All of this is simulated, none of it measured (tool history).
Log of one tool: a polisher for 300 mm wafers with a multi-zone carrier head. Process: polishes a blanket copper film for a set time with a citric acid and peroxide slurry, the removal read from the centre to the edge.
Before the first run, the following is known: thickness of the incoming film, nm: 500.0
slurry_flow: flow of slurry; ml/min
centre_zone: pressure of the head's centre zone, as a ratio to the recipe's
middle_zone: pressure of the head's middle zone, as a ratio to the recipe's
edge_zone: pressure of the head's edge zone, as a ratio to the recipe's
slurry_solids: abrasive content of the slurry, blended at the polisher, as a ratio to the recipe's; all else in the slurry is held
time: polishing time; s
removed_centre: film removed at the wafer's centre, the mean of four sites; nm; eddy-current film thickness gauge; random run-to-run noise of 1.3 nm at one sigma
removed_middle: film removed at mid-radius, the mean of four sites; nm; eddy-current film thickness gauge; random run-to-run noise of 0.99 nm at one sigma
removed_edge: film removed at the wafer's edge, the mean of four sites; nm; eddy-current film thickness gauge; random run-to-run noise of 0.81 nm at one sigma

{"run": 1, "day": 0.0, "slurry_flow": 145, "centre_zone": 1.0, "middle_zone": 1.0, "edge_zone": 1.0, "slurry_solids": 1.0, "time": 46, "removed_centre": 142.02, "removed_middle": 143.74, "removed_edge": 137.61}
{"run": 2, "day": 0.304, "slurry_flow": 145, "centre_zone": 1.0, "middle_zone": 0.93, "edge_zone": 1.0, "slurry_solids": 1.0, "time": 46, "removed_centre": 142.53, "removed_middle": 136.56, "removed_edge": 139.83}
{"run": 3, "day": 0.533, "slurry_flow": 145, "centre_zone": 1.0, "middle_zone": 1.01, "edge_zone": 1.0, "slurry_solids": 1.0, "time": 46, "removed_centre": 142.55, "removed_middle": 145.03, "removed_edge": 138.09}
{"run": 4, "day": 0.558, "slurry_flow": 130, "centre_zone": 1.0, "middle_zone": 1.0, "edge_zone": 0.97, "slurry_solids": 0.95, "time": 46, "removed_centre": 136.29, "removed_middle": 135.92, "removed_edge": 133.18}
{"run": 5, "day": 0.9, "slurry_flow": 130, "centre_zone": 1.0, "middle_zone": 1.07, "edge_zone": 0.97, "slurry_solids": 0.95, "time": 46, "removed_centre": 136.46, "removed_middle": 145.23, "removed_edge": 133.86}
{"run": 6, "day": 1.175, "slurry_flow": 120, "centre_zone": 1.01, "middle_zone": 1.06, "edge_zone": 0.93, "slurry_solids": 0.95, "time": 46, "removed_centre": 134.41, "removed_middle": 141.95, "removed_edge": 128.38}

Expected results for the next run?
{"run": 7, "day": 1.2, "slurry_flow": 90, "centre_zone": 1.04, "middle_zone": 1.0, "edge_zone": 0.91, "slurry_solids": 0.95, "time": 46, "removed_centre": "?", "removed_middle": "?", "removed_edge": "?"}

{"run 7": {"removed_centre": 127.07, "removed_middle": 123.89, "removed_edge": 118.82}}
